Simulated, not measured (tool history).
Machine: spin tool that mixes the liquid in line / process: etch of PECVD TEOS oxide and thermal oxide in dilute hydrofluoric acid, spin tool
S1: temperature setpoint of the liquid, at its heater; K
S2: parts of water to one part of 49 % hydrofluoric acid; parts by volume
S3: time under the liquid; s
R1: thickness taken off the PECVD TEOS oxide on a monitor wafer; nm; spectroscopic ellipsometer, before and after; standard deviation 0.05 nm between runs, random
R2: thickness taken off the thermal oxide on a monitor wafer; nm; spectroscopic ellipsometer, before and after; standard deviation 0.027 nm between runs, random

run,hour,S1,S2,S3,R1,R2
1,0.0,297.15,175,165,11.748,4.0772
2,8.1,297.15,175,215,15.340,5.3827
3,12.0,299.15,175,215,16.539,5.7674
4,18.6,297.65,185,215,14.618,5.1270
5,22.6,296.65,195,215,13.229,4.7068
6,29.0,297.65,195,215,13.832,4.8604
7,32.2,296.65,205,215,12.336,4.3750
8,38.2,295.65,210,215,11.677,4.0306

The next listed run, before its measurement:
9,40.8,295.15,215,215,?,?

{"run 9": {"R1": 11.135, "R2": 3.8724}}
